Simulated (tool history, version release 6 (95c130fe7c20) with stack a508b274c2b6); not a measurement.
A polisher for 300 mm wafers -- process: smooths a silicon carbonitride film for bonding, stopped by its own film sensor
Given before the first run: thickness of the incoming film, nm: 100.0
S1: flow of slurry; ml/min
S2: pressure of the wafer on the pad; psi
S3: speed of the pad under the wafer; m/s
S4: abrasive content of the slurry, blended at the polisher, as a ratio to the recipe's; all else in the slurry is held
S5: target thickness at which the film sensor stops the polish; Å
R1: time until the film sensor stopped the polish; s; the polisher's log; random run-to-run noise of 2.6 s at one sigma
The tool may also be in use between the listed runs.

run	hour	S1	S2	S3	S4	S5	R1
1	0.0	130	1.5	1.12	1.0	740	149.01
2	5.4	130	1.4	1.12	1.0	740	153.64
3	14.2	130	1.4	1.32	1.0	740	135.14
4	16.5	130	1.2	1.30	1.0	740	157.40
5	24.7	130	1.2	1.54	1.0	740	141.31
6	25.3	130	1.4	1.54	1.0	740	121.62
7	29.2	130	1.2	1.52	1.0	740	145.29

Estimate the outcome of run 8 from the log above:
8	35.0	130	1.1	1.52	1.0	740	?

{"run 8": {"R1": 154.42}}
